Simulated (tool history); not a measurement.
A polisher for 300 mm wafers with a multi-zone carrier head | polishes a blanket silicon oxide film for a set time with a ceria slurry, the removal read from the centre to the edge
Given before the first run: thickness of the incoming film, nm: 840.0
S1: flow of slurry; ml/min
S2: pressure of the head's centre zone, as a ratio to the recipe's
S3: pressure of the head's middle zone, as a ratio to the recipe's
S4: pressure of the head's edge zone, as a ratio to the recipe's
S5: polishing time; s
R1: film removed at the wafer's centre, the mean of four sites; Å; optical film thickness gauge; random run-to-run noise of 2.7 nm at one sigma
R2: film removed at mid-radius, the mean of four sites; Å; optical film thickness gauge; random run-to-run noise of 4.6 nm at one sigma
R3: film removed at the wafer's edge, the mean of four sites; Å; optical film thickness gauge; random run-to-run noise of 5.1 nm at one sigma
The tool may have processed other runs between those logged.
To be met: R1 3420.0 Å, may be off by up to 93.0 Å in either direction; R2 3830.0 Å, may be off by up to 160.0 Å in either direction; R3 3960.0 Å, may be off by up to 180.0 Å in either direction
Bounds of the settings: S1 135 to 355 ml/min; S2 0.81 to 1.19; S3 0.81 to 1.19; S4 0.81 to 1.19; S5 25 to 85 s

run 1 hour=0.0 | S1=225 S2=1.00 S3=1.00 S4=1.00 S5=55 | R1=3025.4 R2=3020.9 R3=3021.6
run 2 hour=5.4 | S1=225 S2=1.00 S3=0.92 S4=1.00 S5=55 | R1=3000.1 R2=2740.2 R3=3021.5
run 3 hour=11.3 | S1=230 S2=0.99 S3=0.94 S4=1.02 S5=56 | R1=3027.8 R2=2963.1 R3=3054.8
run 4 hour=13.1 | S1=215 S2=0.98 S3=0.93 S4=1.04 S5=58 | R1=3083.7 R2=2962.9 R3=3212.8
run 5 hour=15.5 | S1=215 S2=0.98 S3=0.93 S4=1.04 S5=49 | R1=2618.8 R2=2497.3 R3=2815.0
run 6 hour=16.4 | S1=205 S2=0.98 S3=0.94 S4=1.06 S5=52 | R1=2743.2 R2=2657.2 R3=2920.4
run 7 hour=18.3 | S1=205 S2=0.97 S3=0.94 S4=1.08 S5=55 | R1=2904.0 R2=2792.3 R3=3080.1
run 8 hour=20.5 | S1=205 S2=0.95 S3=0.95 S4=1.09 S5=57 | R1=2882.4 R2=2952.7 R3=3177.7
run 9 hour=26.4 | S1=205 S2=0.94 S3=0.95 S4=1.10 S5=59 | R1=3002.0 R2=3102.1 R3=3378.4

4 next moves are on the table. One of them brings every result within its allowed miss. Which?
run A hour=32.3 | S1=220 S2=0.82 S3=0.90 S4=1.19 S5=76 | R1=? R2=? R3=?
run B hour=32.3 | S1=220 S2=0.91 S3=0.88 S4=1.10 S5=69 | R1=? R2=? R3=?
run C hour=32.3 | S1=245 S2=0.92 S3=1.02 S4=1.14 S5=67 | R1=? R2=? R3=?
run D hour=32.3 | S1=225 S2=0.93 S3=0.92 S4=1.14 S5=72 | R1=? R2=? R3=?

move=A R1=3352.2 R2=3749.7 R3=4522.8
move=B R1=3380.1 R2=3340.4 R3=3959.8
move=C R1=3371.0 R2=3718.4 R3=3940.1
move=D R1=3617.8 R2=3626.4 R3=4207.1
A: puts the biggest miss on target and leaves a different result outside tolerance
B: closer than the last run, but not yet in spec
C: all results land within tolerance of their targets
D: closer than the last run, but not yet in spec
Answer: C

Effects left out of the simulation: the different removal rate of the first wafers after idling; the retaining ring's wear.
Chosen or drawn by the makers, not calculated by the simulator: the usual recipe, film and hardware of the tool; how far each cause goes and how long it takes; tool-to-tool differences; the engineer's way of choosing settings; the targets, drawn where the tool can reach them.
